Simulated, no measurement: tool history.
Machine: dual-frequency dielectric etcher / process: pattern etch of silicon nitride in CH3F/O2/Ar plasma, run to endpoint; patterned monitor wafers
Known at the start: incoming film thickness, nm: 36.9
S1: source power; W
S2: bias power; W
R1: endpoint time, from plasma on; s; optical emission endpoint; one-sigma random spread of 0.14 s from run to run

{"run": 1, "hour": 0.0, "S1": 540, "S2": 81, "R1": 44.286}
{"run": 2, "hour": 9.0, "S1": 610, "S2": 84, "R1": 41.805}
{"run": 3, "hour": 15.0, "S1": 650, "S2": 86, "R1": 40.596}
{"run": 4, "hour": 19.6, "S1": 650, "S2": 74, "R1": 44.034}
{"run": 5, "hour": 22.3, "S1": 650, "S2": 67, "R1": 46.655}
{"run": 6, "hour": 26.1, "S1": 650, "S2": 55, "R1": 52.314}
{"run": 7, "hour": 32.3, "S1": 690, "S2": 66, "R1": 46.545}
{"run": 8, "hour": 32.9, "S1": 710, "S2": 74, "R1": 42.725}
{"run": 9, "hour": 39.7, "S1": 730, "S2": 78, "R1": 41.558}

Estimate the outcome of run 10 from the log above:
{"run": 10, "hour": 43.9, "S1": 740, "S2": 82, "R1": "?"}

{"run 10": {"R1": 40.175}}
